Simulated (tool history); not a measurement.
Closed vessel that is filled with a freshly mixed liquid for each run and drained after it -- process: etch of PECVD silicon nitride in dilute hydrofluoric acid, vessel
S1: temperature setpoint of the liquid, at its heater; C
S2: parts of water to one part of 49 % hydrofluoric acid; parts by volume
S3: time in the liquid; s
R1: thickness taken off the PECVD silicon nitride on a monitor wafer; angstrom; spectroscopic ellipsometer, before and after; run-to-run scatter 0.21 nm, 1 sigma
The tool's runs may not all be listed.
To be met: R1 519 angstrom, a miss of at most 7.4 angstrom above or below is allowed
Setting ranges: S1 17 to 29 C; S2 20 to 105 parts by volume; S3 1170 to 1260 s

run    day    S1  S2    S3      R1
  1      0    21  55  1170  316.42
  2  0.108    22  55  1170  339.13
  3  0.325    23  55  1170  360.31
  4   0.55    23  75  1170  265.96
  5  0.679    24  75  1170     285
  6  1.058  26.5  75  1170  333.85
  7   1.25    27  70  1170  370.32
  8  1.633  27.5  70  1170  380.45
  9  1.896  27.5  70  1170   382.4
 10  1.946  28.5  60  1170  478.78
 11  2.071    29  60  1170  493.88
 12   2.35    29  55  1170  536.02

Exactly one of the 4 candidate moves below puts every result within its allowed miss. Which one?
  A  2.629  28.5  55  1175   ?
  B  2.629    28  55  1185   ?
  C  2.629  28.5  60  1225   ?
  D  2.629    29  55  1185   ?

move      R1
   A  521.72
   B  509.29
   C  499.04
   D  543.52
A: all results land within tolerance of their targets
B: takes the biggest miss from the last run beyond its target
C: takes the biggest miss from the last run beyond its target
D: its largest miss is bigger than the last run's
So the answer is move A, the one that meets all the targets.

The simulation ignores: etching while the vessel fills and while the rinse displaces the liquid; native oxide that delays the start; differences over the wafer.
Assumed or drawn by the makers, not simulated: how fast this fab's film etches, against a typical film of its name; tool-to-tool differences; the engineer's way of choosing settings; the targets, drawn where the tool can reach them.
